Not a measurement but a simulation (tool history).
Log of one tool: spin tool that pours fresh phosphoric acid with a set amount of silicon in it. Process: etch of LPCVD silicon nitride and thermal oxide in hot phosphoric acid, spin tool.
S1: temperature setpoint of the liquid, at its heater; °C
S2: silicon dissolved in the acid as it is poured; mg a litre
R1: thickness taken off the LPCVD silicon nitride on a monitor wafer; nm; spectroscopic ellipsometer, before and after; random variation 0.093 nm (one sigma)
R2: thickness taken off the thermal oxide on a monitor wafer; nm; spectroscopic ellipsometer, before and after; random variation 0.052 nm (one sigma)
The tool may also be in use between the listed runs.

Run 1, hour 0: S1 163 °C, S2 19.5 mg a litre, time under the liquid (s) 180. Result: R1 17.57 nm, R2 0.39812 nm.
Run 2, hour 2.1: S1 163 °C, S2 25 mg a litre, time under the liquid (s) 180. Result: R1 17.504 nm, R2 0.35402 nm.
Run 3, hour 7.1: S1 164.5 °C, S2 22 mg a litre, time under the liquid (s) 200. Result: R1 20.616 nm, R2 0.51092 nm.
Run 4, hour 8.8: S1 164.5 °C, S2 26 mg a litre, time under the liquid (s) 200. Result: R1 20.554 nm, R2 0.44841 nm.
Run 5, hour 13.9: S1 165.5 °C, S2 24.5 mg a litre, time under the liquid (s) 215. Result: R1 22.816 nm, R2 0.50726 nm.
Run 6, hour 16.9: S1 166 °C, S2 21.5 mg a litre, time under the liquid (s) 225. Result: R1 24.262 nm, R2 0.59444 nm.
Run 7, hour 25.8: S1 166 °C, S2 21.5 mg a litre, time under the liquid (s) 225. Result: R1 24.2 nm, R2 0.59874 nm.

The next listed run, before its measurement:
Run 8, hour 34.1: S1 166.5 °C, S2 19.5 mg a litre, time under the liquid (s) 230. Result: R1 ?, R2 ?.

R1: 25.083 nm
R2: 0.72814 nm

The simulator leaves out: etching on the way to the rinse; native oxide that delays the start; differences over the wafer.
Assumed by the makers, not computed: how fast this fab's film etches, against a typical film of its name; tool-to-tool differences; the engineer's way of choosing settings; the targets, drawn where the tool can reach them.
